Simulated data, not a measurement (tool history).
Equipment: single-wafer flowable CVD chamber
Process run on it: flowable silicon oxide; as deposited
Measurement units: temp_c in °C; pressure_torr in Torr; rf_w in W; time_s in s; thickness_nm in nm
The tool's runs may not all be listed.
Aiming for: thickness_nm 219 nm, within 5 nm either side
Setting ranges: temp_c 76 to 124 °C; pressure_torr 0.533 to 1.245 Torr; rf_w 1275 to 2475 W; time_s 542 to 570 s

run	hour	temp_c	pressure_torr	rf_w	time_s	thickness_nm
1	0	100	0.889	1875	570	377.25
2	8.3	100	0.889	2090	570	390.55
3	16.4	105	0.888	2090	570	326.22
4	20.1	105	0.888	1900	570	322.17
5	23.2	105	0.802	1900	570	289.03
6	29.8	105	0.802	1685	570	278.02
7	33.1	107	0.802	1685	570	260.6
8	35.4	108	0.802	1685	570	250.97
9	43.4	109	0.802	1685	570	245.21

Consider the 5 candidate settings below. Which is the only one whose results all fall within their allowed miss of target?
A	51.4	113	0.809	1765	542	?
B	51.4	109	0.764	1885	551	?
C	51.4	116	0.824	1960	542	?
D	51.4	106	0.799	1700	567	?
E	51.4	110	0.776	1730	542	?

move	thickness_nm
A	209.81
B	233.63
C	201.72
D	266.89
E	219.39
A: pushes the last run's worst result past its target
B: an improvement on the last run, though not all results are within tolerance
C: pushes the last run's worst result past its target
D: misses by more than the last run did
E: every result lands within tolerance
So the answer is move E, the one that meets all the targets.
